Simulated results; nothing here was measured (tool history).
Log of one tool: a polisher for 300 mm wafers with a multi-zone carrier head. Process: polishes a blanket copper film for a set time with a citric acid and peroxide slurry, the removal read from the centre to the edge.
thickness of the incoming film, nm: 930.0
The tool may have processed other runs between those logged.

| run | day | flow of slurry (ml/min) | pressure of the head's centre zone | pressure of the head's middle zone | pressure of the head's edge zone | abrasive content of the slurry | polishing time (s) | film removed at the wafer's centre (angstrom) | film removed at mid-radius (angstrom) | film removed at the wafer's edge (angstrom) |
|---|---|---|---|---|---|---|---|---|---|---|
| 1 | 0.000 | 245 | 1.00 | 1.00 | 1.00 | 1.00 | 45 | 1086.90 | 1099.60 | 1043.10 |
| 2 | 0.092 | 240 | 0.99 | 0.99 | 0.99 | 1.00 | 45 | 1088.00 | 1112.10 | 1060.30 |
| 3 | 0.304 | 240 | 0.98 | 0.99 | 0.99 | 0.95 | 45 | 1058.10 | 1081.50 | 1052.10 |
| 4 | 0.396 | 240 | 1.06 | 0.99 | 0.99 | 0.95 | 45 | 1153.80 | 1067.10 | 1054.10 |
| 5 | 0.454 | 240 | 1.05 | 0.99 | 0.98 | 0.90 | 45 | 1121.50 | 1062.00 | 1034.90 |
| 6 | 0.483 | 240 | 1.05 | 0.91 | 0.98 | 0.90 | 45 | 1136.70 | 990.65 | 1032.50 |
| 7 | 0.800 | 240 | 1.05 | 0.91 | 0.98 | 0.90 | 45 | 1126.60 | 1002.50 | 1028.20 |
| 8 | 1.054 | 240 | 1.03 | 0.91 | 0.97 | 0.90 | 45 | 1106.60 | 998.99 | 1038.00 |
| 9 | 1.242 | 240 | 1.02 | 0.92 | 0.97 | 0.85 | 45 | 1088.30 | 1011.00 | 1015.10 |
| 10 | 1.429 | 240 | 1.01 | 0.92 | 0.97 | 0.80 | 45 | 1043.70 | 979.80 | 1022.00 |
| 11 | 1.721 | 240 | 1.00 | 0.93 | 0.96 | 0.80 | 45 | 1038.60 | 1009.40 | 1000.20 |
| 12 | 2.025 | 240 | 0.99 | 0.93 | 0.95 | 0.80 | 45 | 1028.40 | 1006.80 | 986.33 |
| 13 | 2.112 | 235 | 0.98 | 0.93 | 0.94 | 0.80 | 45 | 1018.20 | 1005.40 | 987.71 |
| 14 | 2.354 | 235 | 0.97 | 0.93 | 0.93 | 0.80 | 45 | 1014.40 | 1004.70 | 997.74 |
| 15 | 2.512 | 235 | 0.96 | 0.93 | 0.92 | 0.75 | 45 | 989.26 | 992.62 | 959.16 |
| 16 | 2.842 | 230 | 0.95 | 0.93 | 0.92 | 0.75 | 45 | 974.19 | 1003.30 | 967.65 |
| 17 | 3.108 | 230 | 0.94 | 0.93 | 0.91 | 0.75 | 45 | 969.45 | 996.70 | 956.08 |

Forecast run 18:
| 18 | 3.433 | 230 | 0.93 | 0.93 | 0.91 | 0.75 | 45 | ? | ? | ? |

{"run 18": {"film removed at the wafer's centre (angstrom)": 947.84, "film removed at mid-radius (angstrom)": 999.25, "film removed at the wafer's edge (angstrom)": 958.16}}
